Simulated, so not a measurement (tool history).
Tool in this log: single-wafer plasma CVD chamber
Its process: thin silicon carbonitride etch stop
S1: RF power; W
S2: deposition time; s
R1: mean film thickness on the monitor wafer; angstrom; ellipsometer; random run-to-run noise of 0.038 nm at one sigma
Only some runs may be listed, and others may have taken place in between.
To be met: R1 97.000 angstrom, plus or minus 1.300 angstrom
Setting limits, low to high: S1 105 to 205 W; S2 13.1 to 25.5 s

{"run": 1, "hour": 0.0, "S1": 155, "S2": 19.3, "R1": 88.14}
{"run": 2, "hour": 0.7, "S1": 165, "S2": 19.3, "R1": 89.44}
{"run": 3, "hour": 8.1, "S1": 165, "S2": 16.8, "R1": 78.636}
{"run": 4, "hour": 17.0, "S1": 165, "S2": 19.4, "R1": 89.846}
{"run": 5, "hour": 19.9, "S1": 165, "S2": 17.7, "R1": 82.024}
{"run": 6, "hour": 28.1, "S1": 170, "S2": 18.1, "R1": 84.636}
{"run": 7, "hour": 36.9, "S1": 175, "S2": 18.5, "R1": 87.212}
{"run": 8, "hour": 42.9, "S1": 180, "S2": 18.8, "R1": 89.444}

Below are 5 possible settings for the next run. Only one of them brings all results inside the allowed miss of their targets. Which is it?
{"run": "A", "hour": 48.9, "S1": 185, "S2": 19.5, "R1": "?"}
{"run": "B", "hour": 48.9, "S1": 190, "S2": 20.2, "R1": "?"}
{"run": "C", "hour": 48.9, "S1": 180, "S2": 17.4, "R1": "?"}
{"run": "D", "hour": 48.9, "S1": 180, "S2": 21.1, "R1": "?"}
{"run": "E", "hour": 48.9, "S1": 170, "S2": 16.8, "R1": "?"}

move=A R1=92.446
move=B R1=96.384
move=C R1=81.949
move=D R1=99.375
move=E R1=78.052
A: gains on the last run, yet a result remains outside its allowed miss
B: every result lands within tolerance
C: moves away from the targets compared with the last run
D: the result that was furthest off in the last run now lies on the other side of its target
E: moves away from the targets compared with the last run
The right move is B.
